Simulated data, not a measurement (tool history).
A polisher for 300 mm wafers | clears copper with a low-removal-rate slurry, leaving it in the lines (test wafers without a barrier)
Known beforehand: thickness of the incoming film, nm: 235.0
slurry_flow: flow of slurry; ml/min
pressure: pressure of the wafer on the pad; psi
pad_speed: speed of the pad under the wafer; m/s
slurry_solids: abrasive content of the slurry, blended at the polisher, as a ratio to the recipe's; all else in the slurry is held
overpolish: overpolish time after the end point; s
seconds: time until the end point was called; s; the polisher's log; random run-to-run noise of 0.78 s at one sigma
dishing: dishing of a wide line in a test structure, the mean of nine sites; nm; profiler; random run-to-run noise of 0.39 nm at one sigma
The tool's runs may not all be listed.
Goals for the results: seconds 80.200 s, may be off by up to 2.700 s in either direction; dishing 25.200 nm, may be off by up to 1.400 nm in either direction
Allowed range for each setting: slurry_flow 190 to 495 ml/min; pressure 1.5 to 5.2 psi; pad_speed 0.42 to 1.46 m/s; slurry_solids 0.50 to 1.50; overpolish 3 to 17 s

run  hour  slurry_flow  pressure  pad_speed  slurry_solids  overpolish  seconds  dishing
  1   0.0          320       3.3       0.94           1.00           9   94.684   15.565
  2   3.0          320       3.3       0.94           0.80           9   99.057   14.891
  3   7.9          320       3.3       1.10           0.80           9   88.384   16.736
  4  10.4          320       3.4       1.10           0.80          10   85.776   18.605
  5  14.0          320       3.4       1.10           0.95          10   82.653   18.940
  6  16.5          320       3.4       1.10           0.95          11   81.720   20.735
  7  24.4          320       3.4       1.10           0.95          12   83.165   20.940
  8  31.6          320       3.5       1.10           0.95          13   81.755   23.127

Exercise: of the 5 proposed moves below, exactly one satisfies all targets within the stated allowed misses. Which move is it?
  A  38.8          300       4.5       0.84           1.25          15        ?        ?
  B  38.8          285       3.3       1.16           0.95          12        ?        ?
  C  38.8          410       2.6       1.18           1.15          17        ?        ?
  D  38.8          375       3.6       1.00           1.00          11        ?        ?
  E  38.8          415       2.6       1.36           0.75          13        ?        ?

move  seconds  dishing
   A   81.537   24.532
   B   82.486   20.865
   C   87.945   24.953
   D   84.983   19.240
   E   84.757   21.525
A: meets every target
B: the biggest miss grows against the last run
C: puts the biggest miss on target and leaves a different result outside tolerance
D: the biggest miss grows against the last run
E: the biggest miss grows against the last run
A meets every target.
